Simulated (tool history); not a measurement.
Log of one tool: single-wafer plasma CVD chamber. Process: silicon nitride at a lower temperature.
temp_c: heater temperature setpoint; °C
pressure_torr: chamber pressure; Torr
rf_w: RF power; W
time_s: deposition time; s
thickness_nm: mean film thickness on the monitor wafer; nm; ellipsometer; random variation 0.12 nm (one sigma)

run 1 day=0 | temp_c=350 pressure_torr=1.68 rf_w=360 time_s=22.3 | thickness_nm=29.456
run 2 day=0.021 | temp_c=350 pressure_torr=1.68 rf_w=360 time_s=22.3 | thickness_nm=29.975
run 3 day=0.383 | temp_c=343 pressure_torr=1.68 rf_w=360 time_s=22.3 | thickness_nm=29.694
run 4 day=0.421 | temp_c=343 pressure_torr=1.51 rf_w=325 time_s=22.3 | thickness_nm=26.606
run 5 day=0.462 | temp_c=343 pressure_torr=1.39 rf_w=310 time_s=22.3 | thickness_nm=24.894
-- day=0.512 capacitance manometer re-zeroed and calibrated
run 6 day=0.512 | temp_c=343 pressure_torr=1.3 rf_w=305 time_s=22.3 | thickness_nm=24.694
run 7 day=0.658 | temp_c=343 pressure_torr=1.24 rf_w=295 time_s=22.3 | thickness_nm=23.882

The next listed run, before its measurement:
run 8 day=0.725 | temp_c=343 pressure_torr=1.19 rf_w=290 time_s=22.3 | thickness_nm=?

{"run 8": {"thickness_nm": 22.948}}

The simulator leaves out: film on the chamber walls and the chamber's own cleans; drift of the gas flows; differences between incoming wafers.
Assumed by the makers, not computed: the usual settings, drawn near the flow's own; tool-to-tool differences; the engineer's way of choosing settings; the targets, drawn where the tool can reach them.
